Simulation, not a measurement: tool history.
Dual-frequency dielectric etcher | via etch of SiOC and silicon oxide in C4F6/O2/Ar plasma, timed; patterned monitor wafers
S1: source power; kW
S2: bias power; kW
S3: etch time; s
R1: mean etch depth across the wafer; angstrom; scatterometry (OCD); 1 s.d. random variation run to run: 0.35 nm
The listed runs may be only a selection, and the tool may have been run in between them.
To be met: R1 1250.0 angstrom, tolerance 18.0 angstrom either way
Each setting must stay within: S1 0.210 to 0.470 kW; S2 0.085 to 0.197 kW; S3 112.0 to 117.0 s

run    day     S1     S2     S3      R1
  1  0.000  0.340  0.141  112.0  1056.0
  2  0.312  0.340  0.141  112.0  1055.4
  3  0.450  0.360  0.144  112.0  1079.5
  4  0.692  0.380  0.149  112.0  1118.4
  5  0.929  0.380  0.163  112.0  1134.2
  6  0.962  0.380  0.163  112.0  1131.1
  7  1.183  0.400  0.164  112.0  1154.6
  8  1.375  0.410  0.166  112.0  1177.5
  9  1.492  0.420  0.167  112.0  1180.2
 10  1.742  0.430  0.169  112.0  1198.9

Consider the 5 candidate settings below. Which is the only one whose results all fall within their allowed miss of target?
  A  1.992  0.470  0.169  113.0   ?
  B  1.992  0.380  0.175  113.0   ?
  C  1.992  0.350  0.196  116.0   ?
  D  1.992  0.340  0.185  116.5   ?
  E  1.992  0.370  0.155  113.5   ?

move      R1
   A  1252.3
   B  1155.0
   C  1170.8
   D  1149.3
   E  1123.4
A: meets every target
B: its largest miss is bigger than the last run's
C: its largest miss is bigger than the last run's
D: its largest miss is bigger than the last run's
E: its largest miss is bigger than the last run's
A meets every target.
